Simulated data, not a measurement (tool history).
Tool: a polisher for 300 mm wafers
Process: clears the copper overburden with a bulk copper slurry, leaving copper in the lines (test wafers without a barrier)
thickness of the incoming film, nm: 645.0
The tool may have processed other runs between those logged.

run,hour,flow of slurry (ml/min),pressure of the wafer on the pad (psi),speed of the pad under the wafer (m/s),abrasive content of the slurry,overpolish time after the end point (s),time until the end point was called (s),dishing of a wide line in a test structure (nm)
1,0.0,310,2.2,1.02,1.00,19,92.866,68.202
2,8.6,325,2.0,1.14,1.10,17,90.750,65.461
3,9.3,300,2.1,1.16,1.00,15,91.079,61.488
4,12.9,300,2.5,1.16,1.00,15,74.212,70.785
5,19.8,300,2.5,1.34,1.00,15,64.542,76.089
6,24.9,335,2.4,1.38,0.90,13,62.828,66.349
7,33.8,360,2.3,1.40,0.85,12,67.661,62.606

Run 8 is up next; what results do you expect?
8,38.4,385,2.2,1.44,0.80,11,?,?

time until the end point was called (s): 70.760
dishing of a wide line in a test structure (nm): 56.886
